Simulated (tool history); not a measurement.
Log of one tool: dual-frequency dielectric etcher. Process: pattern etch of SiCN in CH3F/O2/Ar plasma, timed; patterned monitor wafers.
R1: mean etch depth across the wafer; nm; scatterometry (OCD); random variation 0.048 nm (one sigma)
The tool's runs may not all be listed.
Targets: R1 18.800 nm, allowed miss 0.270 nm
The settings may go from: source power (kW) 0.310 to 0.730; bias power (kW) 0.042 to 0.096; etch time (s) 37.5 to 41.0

Run 1, hour 0.0: source power (kW) 0.520, bias power (kW) 0.069, etch time (s) 41.0. Result: R1 17.228 nm.
Run 2, hour 1.2: source power (kW) 0.550, bias power (kW) 0.069, etch time (s) 41.0. Result: R1 17.542 nm.
Run 3, hour 6.0: source power (kW) 0.580, bias power (kW) 0.069, etch time (s) 41.0. Result: R1 17.808 nm.
Run 4, hour 8.5: source power (kW) 0.600, bias power (kW) 0.069, etch time (s) 41.0. Result: R1 18.089 nm.
Run 5, hour 12.6: source power (kW) 0.620, bias power (kW) 0.069, etch time (s) 41.0. Result: R1 18.208 nm.
Run 6, hour 18.4: source power (kW) 0.630, bias power (kW) 0.069, etch time (s) 41.0. Result: R1 18.307 nm.
Run 7, hour 20.3: source power (kW) 0.630, bias power (kW) 0.069, etch time (s) 41.0. Result: R1 18.362 nm.
Run 8, hour 25.9: source power (kW) 0.630, bias power (kW) 0.069, etch time (s) 41.0. Result: R1 18.317 nm.
Run 9, hour 32.7: source power (kW) 0.640, bias power (kW) 0.069, etch time (s) 41.0. Result: R1 18.366 nm.

Which of these 5 next moves meets every target?
Run A, hour 39.5: source power (kW) 0.630, bias power (kW) 0.064, etch time (s) 40.5. Result: R1 ?.
Run B, hour 39.5: source power (kW) 0.660, bias power (kW) 0.070, etch time (s) 39.0. Result: R1 ?.
Run C, hour 39.5: source power (kW) 0.560, bias power (kW) 0.078, etch time (s) 39.5. Result: R1 ?.
Run D, hour 39.5: source power (kW) 0.710, bias power (kW) 0.074, etch time (s) 37.5. Result: R1 ?.
Run E, hour 39.5: source power (kW) 0.720, bias power (kW) 0.076, etch time (s) 38.5. Result: R1 ?.

move      R1
   A  17.564
   B  17.792
   C  17.781
   D  17.927
   E  18.687
A: further off than the last run
B: further off than the last run
C: further off than the last run
D: further off than the last run
E: meets every target
Move E is the one to make.
